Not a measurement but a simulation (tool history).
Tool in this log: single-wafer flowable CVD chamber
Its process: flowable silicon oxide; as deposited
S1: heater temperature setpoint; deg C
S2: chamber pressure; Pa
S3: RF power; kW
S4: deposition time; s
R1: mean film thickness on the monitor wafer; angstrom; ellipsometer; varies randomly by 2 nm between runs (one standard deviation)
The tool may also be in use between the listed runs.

{"run": 1, "day": 0.0, "S1": 100, "S2": 82.7, "S3": 1.805, "S4": 500, "R1": 2023.1}
{"run": 2, "day": 0.092, "S1": 97, "S2": 82.8, "S3": 1.805, "S4": 500, "R1": 2179.4}
{"run": 3, "day": 0.217, "S1": 97, "S2": 82.8, "S3": 1.61, "S4": 500, "R1": 2065.3}
{"run": 4, "day": 0.254, "S1": 97, "S2": 95.6, "S3": 1.61, "S4": 500, "R1": 2395.2}
{"run": 5, "day": 0.354, "S1": 94, "S2": 95.7, "S3": 1.61, "S4": 500, "R1": 2606.7}
{"run": 6, "day": 0.558, "S1": 94, "S2": 95.7, "S3": 1.61, "S4": 476, "R1": 2481.7}
{"run": 7, "day": 0.754, "S1": 91, "S2": 95.9, "S3": 1.61, "S4": 476, "R1": 2745.3}
{"run": 8, "day": 1.075, "S1": 89, "S2": 96.0, "S3": 1.61, "S4": 476, "R1": 2883.5}
{"run": 9, "day": 1.408, "S1": 87, "S2": 96.0, "S3": 1.61, "S4": 476, "R1": 3073.5}
{"run": 10, "day": 1.604, "S1": 86, "S2": 96.0, "S3": 1.61, "S4": 476, "R1": 3136.1}
{"run": 11, "day": 1.971, "S1": 85, "S2": 96.0, "S3": 1.61, "S4": 476, "R1": 3247.0}
{"run": 12, "day": 2.246, "S1": 84, "S2": 96.0, "S3": 1.61, "S4": 476, "R1": 3312.8}
{"run": 13, "day": 2.529, "S1": 83, "S2": 96.0, "S3": 1.61, "S4": 476, "R1": 3384.5}
{"run": 14, "day": 2.567, "S1": 82, "S2": 96.0, "S3": 1.61, "S4": 476, "R1": 3494.2}
{"run": 15, "day": 2.688, "S1": 81, "S2": 96.0, "S3": 1.61, "S4": 476, "R1": 3602.5}

Run 16 comes next. What will it give?
{"day": 2.962, "done": "RF generator calibrated"}
{"run": 16, "day": 2.962, "S1": 80, "S2": 96.0, "S3": 1.61, "S4": 476, "R1": "?"}

R1: 3856.2 angstrom
